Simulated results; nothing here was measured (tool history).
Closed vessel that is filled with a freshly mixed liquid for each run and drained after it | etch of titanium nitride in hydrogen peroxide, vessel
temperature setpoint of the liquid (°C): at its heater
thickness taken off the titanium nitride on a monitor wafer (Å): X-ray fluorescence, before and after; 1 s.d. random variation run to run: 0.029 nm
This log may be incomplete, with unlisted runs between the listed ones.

| run | hour | temperature setpoint of the liquid (°C) | concentration of hydrogen peroxide in the mixed liquid (% by weight) | time in the liquid (s) | thickness taken off the titanium nitride on a monitor wafer (Å) |
|---|---|---|---|---|---|
| 1 | 0.0 | 51.0 | 16.0 | 350 | 144.33 |
| 2 | 1.2 | 57.5 | 16.0 | 350 | 226.75 |
| 3 | 5.8 | 57.5 | 17.5 | 350 | 230.01 |
| 4 | 7.5 | 52.0 | 17.5 | 350 | 156.73 |
| 5 | 12.8 | 55.5 | 17.5 | 350 | 199.45 |
| 6 | 22.0 | 50.5 | 17.5 | 350 | 141.27 |

Forecast run 7:
| 7 | 31.0 | 47.0 | 17.5 | 350 | ? |

thickness taken off the titanium nitride on a monitor wafer (Å): 108.75
